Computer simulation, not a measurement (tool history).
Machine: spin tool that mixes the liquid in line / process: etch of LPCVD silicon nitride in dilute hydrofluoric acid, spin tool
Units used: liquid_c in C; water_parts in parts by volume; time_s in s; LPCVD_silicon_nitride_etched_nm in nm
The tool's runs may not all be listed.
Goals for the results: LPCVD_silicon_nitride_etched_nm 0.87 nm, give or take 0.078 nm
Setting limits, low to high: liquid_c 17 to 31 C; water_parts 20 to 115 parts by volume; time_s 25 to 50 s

run,hour,liquid_c,water_parts,time_s,LPCVD_silicon_nitride_etched_nm
1,0,23,65,50,0.37465
2,4.8,23,65,50,0.36607
3,7.3,25,55,50,0.51648
4,13.9,25,40,50,0.68503
5,21,25.5,40,50,0.72092
6,22,26,40,50,0.74915
7,27.5,26.5,40,50,0.77357
8,35.8,27,40,50,0.76857

Consider the 5 candidate settings below. Which is the only one whose results all fall within their allowed miss of target?
A,44.1,29,35,50,?
B,44.1,25.5,25,50,?
C,44.1,28.5,40,50,?
D,44.1,29,30,50,?
E,44.1,25,25,50,?

move,LPCVD_silicon_nitride_etched_nm
A,1.0336
B,1.1347
C,0.8777
D,1.2013
E,1.0969
A: takes the biggest miss from the last run beyond its target
B: takes the biggest miss from the last run beyond its target
C: all results in spec
D: takes the biggest miss from the last run beyond its target
E: takes the biggest miss from the last run beyond its target
Go with C: it meets all targets.
